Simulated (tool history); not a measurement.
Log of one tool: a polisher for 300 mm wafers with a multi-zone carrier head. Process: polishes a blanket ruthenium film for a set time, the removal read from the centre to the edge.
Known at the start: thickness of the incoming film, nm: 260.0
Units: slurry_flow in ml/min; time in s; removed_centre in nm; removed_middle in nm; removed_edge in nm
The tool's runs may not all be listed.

run  hour  slurry_flow  centre_zone  middle_zone  edge_zone  time  removed_centre  removed_middle  removed_edge
  1   0.0          155         1.00         1.00       1.00    64          94.611          95.368        93.343
  2   3.8          165         0.99         1.02       1.03    67          98.214         100.250        98.585
  3   9.6          165         0.98         1.04       1.04    71         103.060         110.440       104.730
  4  12.2          170         0.97         1.05       1.06    74         110.920         112.490       110.170
  5  20.4          170         0.94         1.07       1.06    77         111.840         123.510       115.810
  6  27.4          175         0.93         1.07       1.07    78         113.730         122.430       116.870
  7  31.9          175         0.93         1.07       1.07    78         110.640         126.510       119.040

Run 8 comes next. What will it give?
  8  33.8          180         0.93         1.07       1.08    79               ?               ?             ?

Run 8 gave removed_centre 113.050 nm, removed_middle 127.160 nm, removed_edge 119.890 nm.
